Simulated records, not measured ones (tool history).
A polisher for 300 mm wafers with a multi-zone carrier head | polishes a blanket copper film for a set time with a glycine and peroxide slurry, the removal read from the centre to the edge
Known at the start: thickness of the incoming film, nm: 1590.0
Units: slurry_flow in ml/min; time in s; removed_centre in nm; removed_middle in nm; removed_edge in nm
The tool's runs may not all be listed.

run	hour	slurry_flow	centre_zone	middle_zone	edge_zone	time	removed_centre	removed_middle	removed_edge
1	0.0	280	1.00	1.00	1.00	46	223.31	222.13	211.84
2	2.7	275	0.99	0.96	0.97	40	187.09	185.01	184.49
3	10.6	275	0.99	1.02	0.97	40	189.69	194.36	188.02
4	11.8	260	1.01	1.00	0.93	35	167.45	167.95	157.69
5	20.3	260	1.01	1.00	1.00	35	166.98	165.72	166.27
6	23.8	260	1.01	0.97	1.00	35	167.26	163.02	164.00
7	26.3	245	1.01	0.94	0.97	33	158.56	147.28	148.22
8	28.3	230	0.98	0.91	0.95	32	147.31	138.56	144.74
9	28.9	220	0.97	0.90	0.92	31	139.05	134.55	139.32
10	30.7	215	0.97	0.89	0.90	30	136.48	130.40	133.00
11	36.2	210	0.97	0.87	0.88	29	130.25	121.34	125.13
12	39.8	205	0.97	0.86	0.86	29	130.01	121.22	122.40

Forecast run 13:
13	48.7	200	0.96	0.85	0.85	29	?	?	?

Run 13 gave removed_centre 128.97 nm, removed_middle 119.83 nm, removed_edge 124.16 nm.

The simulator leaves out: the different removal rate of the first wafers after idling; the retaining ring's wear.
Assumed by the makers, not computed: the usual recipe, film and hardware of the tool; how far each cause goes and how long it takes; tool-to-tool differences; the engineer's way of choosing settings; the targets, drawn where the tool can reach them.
